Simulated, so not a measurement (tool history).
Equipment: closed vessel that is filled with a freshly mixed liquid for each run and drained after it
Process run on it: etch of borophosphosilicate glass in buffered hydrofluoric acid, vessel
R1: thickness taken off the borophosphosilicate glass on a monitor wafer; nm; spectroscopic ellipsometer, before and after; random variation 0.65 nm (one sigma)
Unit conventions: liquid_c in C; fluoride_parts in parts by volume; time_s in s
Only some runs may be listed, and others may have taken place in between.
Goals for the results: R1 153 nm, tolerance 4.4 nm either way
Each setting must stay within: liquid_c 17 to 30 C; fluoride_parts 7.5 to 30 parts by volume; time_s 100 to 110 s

{"run": 1, "hour": 0.0, "liquid_c": 22, "fluoride_parts": 20.5, "time_s": 100, "R1": 114.91}
{"run": 2, "hour": 4.7, "liquid_c": 22, "fluoride_parts": 22.5, "time_s": 100, "R1": 107.64}
{"run": 3, "hour": 10.5, "liquid_c": 18.5, "fluoride_parts": 22.5, "time_s": 100, "R1": 88.518}
{"run": 4, "hour": 12.2, "liquid_c": 18.5, "fluoride_parts": 22.5, "time_s": 110, "R1": 97.163}
{"run": 5, "hour": 15.7, "liquid_c": 19.5, "fluoride_parts": 22.5, "time_s": 110, "R1": 103.58}
{"run": 6, "hour": 17.9, "liquid_c": 20.5, "fluoride_parts": 22.5, "time_s": 110, "R1": 109.68}
{"run": 7, "hour": 20.5, "liquid_c": 21.5, "fluoride_parts": 22.5, "time_s": 110, "R1": 115.78}
{"run": 8, "hour": 28.0, "liquid_c": 22.5, "fluoride_parts": 22.5, "time_s": 110, "R1": 121.5}
{"run": 9, "hour": 30.8, "liquid_c": 23, "fluoride_parts": 22.5, "time_s": 110, "R1": 125.6}

Exercise: of the 4 proposed moves below, exactly one satisfies all targets within the stated allowed misses. Which move is it?
{"run": "A", "hour": 33.6, "liquid_c": 23.5, "fluoride_parts": 26.5, "time_s": 110, "R1": "?"}
{"run": "B", "hour": 33.6, "liquid_c": 23.5, "fluoride_parts": 20, "time_s": 110, "R1": "?"}
{"run": "C", "hour": 33.6, "liquid_c": 27, "fluoride_parts": 23, "time_s": 110, "R1": "?"}
{"run": "D", "hour": 33.6, "liquid_c": 17.5, "fluoride_parts": 17.5, "time_s": 100, "R1": "?"}

move=A R1=114.58
move=B R1=139.19
move=C R1=152.62
move=D R1=103.63
A: further off than the last run
B: better than the last run, though not everything is in spec
C: hits every target within its allowed miss
D: further off than the last run
The move that meets every target is C.
